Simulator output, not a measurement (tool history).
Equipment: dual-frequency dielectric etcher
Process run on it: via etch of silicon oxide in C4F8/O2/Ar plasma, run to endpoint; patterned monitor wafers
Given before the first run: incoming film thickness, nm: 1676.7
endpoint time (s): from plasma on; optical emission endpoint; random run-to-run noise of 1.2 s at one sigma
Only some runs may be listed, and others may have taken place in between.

Run 1, hour 0: source power (kW) 2.49, bias power (kW) 2.838. Result: endpoint time (s) 264.96.
Run 2, hour 3.4: source power (kW) 2.65, bias power (kW) 2.877. Result: endpoint time (s) 258.8.
Run 3, hour 10.7: source power (kW) 2.34, bias power (kW) 2.877. Result: endpoint time (s) 267.55.
Run 4, hour 13.9: source power (kW) 2.55, bias power (kW) 2.951. Result: endpoint time (s) 262.23.
Run 5, hour 14.6: source power (kW) 2.25, bias power (kW) 2.951. Result: endpoint time (s) 270.04.
Run 6, hour 16.9: source power (kW) 2.25, bias power (kW) 3.168. Result: endpoint time (s) 259.58.

Run 7 is up next; what results do you expect?
Run 7, hour 19.1: source power (kW) 2.4, bias power (kW) 3.214. Result: endpoint time (s) ?.

{"run 7": {"endpoint time (s)": 255.15}}
